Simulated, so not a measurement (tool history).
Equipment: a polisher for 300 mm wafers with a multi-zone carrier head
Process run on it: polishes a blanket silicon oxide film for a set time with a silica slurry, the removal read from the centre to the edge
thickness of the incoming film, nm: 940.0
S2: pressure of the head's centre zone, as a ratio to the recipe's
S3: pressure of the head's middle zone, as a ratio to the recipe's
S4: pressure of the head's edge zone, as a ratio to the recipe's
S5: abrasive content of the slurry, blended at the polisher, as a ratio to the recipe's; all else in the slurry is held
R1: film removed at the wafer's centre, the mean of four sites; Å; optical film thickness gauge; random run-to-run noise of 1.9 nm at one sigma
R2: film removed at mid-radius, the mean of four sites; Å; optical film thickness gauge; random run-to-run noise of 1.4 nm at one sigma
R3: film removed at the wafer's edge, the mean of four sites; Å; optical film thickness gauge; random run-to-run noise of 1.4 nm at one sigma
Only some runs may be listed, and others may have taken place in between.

{"run": 1, "hour": 0.0, "flow of slurry (ml/min)": 290, "S2": 1, "S3": 1, "S4": 1, "S5": 1, "polishing time (s)": 40, "R1": 1964.6, "R2": 1990.6, "R3": 1967.9}
{"run": 2, "hour": 5.3, "flow of slurry (ml/min)": 295, "S2": 1.02, "S3": 1.01, "S4": 0.96, "S5": 0.85, "polishing time (s)": 38, "R1": 1768.6, "R2": 1737.3, "R3": 1703.9}
{"run": 3, "hour": 9.8, "flow of slurry (ml/min)": 295, "S2": 1.02, "S3": 1.01, "S4": 0.9, "S5": 0.85, "polishing time (s)": 38, "R1": 1740, "R2": 1730, "R3": 1648.7}
{"run": 4, "hour": 16.3, "flow of slurry (ml/min)": 300, "S2": 1.04, "S3": 1.03, "S4": 0.88, "S5": 0.75, "polishing time (s)": 37, "R1": 1637.1, "R2": 1635.6, "R3": 1503.6}
{"run": 5, "hour": 24.8, "flow of slurry (ml/min)": 300, "S2": 1.09, "S3": 1.03, "S4": 0.88, "S5": 0.75, "polishing time (s)": 37, "R1": 1697.1, "R2": 1615.6, "R3": 1528.4}
{"run": 6, "hour": 26.7, "flow of slurry (ml/min)": 305, "S2": 1.1, "S3": 1.05, "S4": 0.86, "S5": 0.7, "polishing time (s)": 36, "R1": 1616.4, "R2": 1551.5, "R3": 1407.7}

Run 7 has not been measured yet. What should we expect?
{"run": 7, "hour": 34.1, "flow of slurry (ml/min)": 305, "S2": 1.1, "S3": 1.06, "S4": 0.85, "S5": 0.65, "polishing time (s)": 36, "R1": "?", "R2": "?", "R3": "?"}

Run 7 yielded R1 1558.2 Å, R2 1458.6 Å, R3 1303.9 Å.

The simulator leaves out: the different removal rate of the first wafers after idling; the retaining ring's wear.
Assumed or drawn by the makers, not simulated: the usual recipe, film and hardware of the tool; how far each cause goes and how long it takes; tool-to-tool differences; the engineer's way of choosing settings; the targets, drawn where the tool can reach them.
